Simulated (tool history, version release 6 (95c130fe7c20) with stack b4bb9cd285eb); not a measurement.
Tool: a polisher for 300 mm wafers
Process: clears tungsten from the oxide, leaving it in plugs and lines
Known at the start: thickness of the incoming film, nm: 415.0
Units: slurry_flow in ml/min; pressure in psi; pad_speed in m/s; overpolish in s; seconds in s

run,hour,slurry_flow,pressure,pad_speed,slurry_solids,overpolish,seconds
1,0.0,140,2.3,1.26,1.00,11,105.190
2,5.4,140,2.5,1.26,1.00,11,98.299
3,8.8,135,2.2,1.10,0.95,11,126.630
4,14.7,135,1.8,1.10,0.95,11,143.240
5,19.2,125,1.6,0.98,0.90,11,172.300
6,22.1,125,1.6,0.68,0.90,11,249.010
7,26.1,125,1.5,0.66,0.90,11,253.870

Run 8 comes next. What will it give?
8,32.9,125,1.4,0.64,0.90,11,?

{"run 8": {"seconds": 277.25}}

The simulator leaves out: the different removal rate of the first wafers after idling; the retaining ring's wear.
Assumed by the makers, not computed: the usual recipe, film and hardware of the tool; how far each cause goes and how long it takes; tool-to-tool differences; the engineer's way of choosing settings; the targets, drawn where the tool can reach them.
